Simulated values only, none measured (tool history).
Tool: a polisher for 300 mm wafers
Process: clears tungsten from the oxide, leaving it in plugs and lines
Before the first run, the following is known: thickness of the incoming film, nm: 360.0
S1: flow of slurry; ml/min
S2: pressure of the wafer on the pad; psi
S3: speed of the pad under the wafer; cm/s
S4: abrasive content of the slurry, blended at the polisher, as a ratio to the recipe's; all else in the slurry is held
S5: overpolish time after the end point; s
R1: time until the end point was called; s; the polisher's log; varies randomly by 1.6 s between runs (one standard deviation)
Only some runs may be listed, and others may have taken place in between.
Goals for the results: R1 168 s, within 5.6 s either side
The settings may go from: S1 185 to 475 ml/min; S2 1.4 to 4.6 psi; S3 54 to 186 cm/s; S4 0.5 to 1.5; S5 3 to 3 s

{"run": 1, "hour": 0.0, "S1": 305, "S2": 3, "S3": 118, "S4": 1, "S5": 3, "R1": 101.08}
{"run": 2, "hour": 3.4, "S1": 305, "S2": 3.7, "S3": 118, "S4": 1, "S5": 3, "R1": 82.015}
{"run": 3, "hour": 7.3, "S1": 305, "S2": 3.7, "S3": 144, "S4": 1, "S5": 3, "R1": 68.178}
{"run": 4, "hour": 14.1, "S1": 305, "S2": 3.7, "S3": 144, "S4": 1, "S5": 3, "R1": 67.877}
{"run": 5, "hour": 18.9, "S1": 305, "S2": 3, "S3": 134, "S4": 1, "S5": 3, "R1": 89.516}
{"run": 6, "hour": 19.8, "S1": 305, "S2": 3.4, "S3": 134, "S4": 1, "S5": 3, "R1": 78.343}
{"run": 7, "hour": 20.9, "S1": 305, "S2": 2.8, "S3": 126, "S4": 1, "S5": 3, "R1": 101.53}
{"run": 8, "hour": 28.8, "S1": 305, "S2": 2, "S3": 118, "S4": 1, "S5": 3, "R1": 151.94}
{"run": 9, "hour": 32.6, "S1": 305, "S2": 1.9, "S3": 118, "S4": 1, "S5": 3, "R1": 158.21}
{"run": 10, "hour": 33.7, "S1": 305, "S2": 1.9, "S3": 118, "S4": 1, "S5": 3, "R1": 158.52}

Which single option among these 5 for the next run brings every result within its allowed miss of target? Just one does.
{"run": "A", "hour": 34.8, "S1": 345, "S2": 1.9, "S3": 122, "S4": 1, "S5": 3, "R1": "?"}
{"run": "B", "hour": 34.8, "S1": 260, "S2": 1.8, "S3": 116, "S4": 1.1, "S5": 3, "R1": "?"}
{"run": "C", "hour": 34.8, "S1": 285, "S2": 2.1, "S3": 94, "S4": 1.05, "S5": 3, "R1": "?"}
{"run": "D", "hour": 34.8, "S1": 340, "S2": 2.2, "S3": 116, "S4": 0.9, "S5": 3, "R1": "?"}
{"run": "E", "hour": 34.8, "S1": 310, "S2": 2.2, "S3": 110, "S4": 1.05, "S5": 3, "R1": "?"}

move=A R1=151.67
move=B R1=165.87
move=C R1=176.79
move=D R1=142.64
move=E R1=144.62
A: its largest miss is bigger than the last run's
B: each result inside its tolerance
C: carries the result that was furthest off beyond its target, to the other side
D: its largest miss is bigger than the last run's
E: its largest miss is bigger than the last run's
The move that meets every target is B.
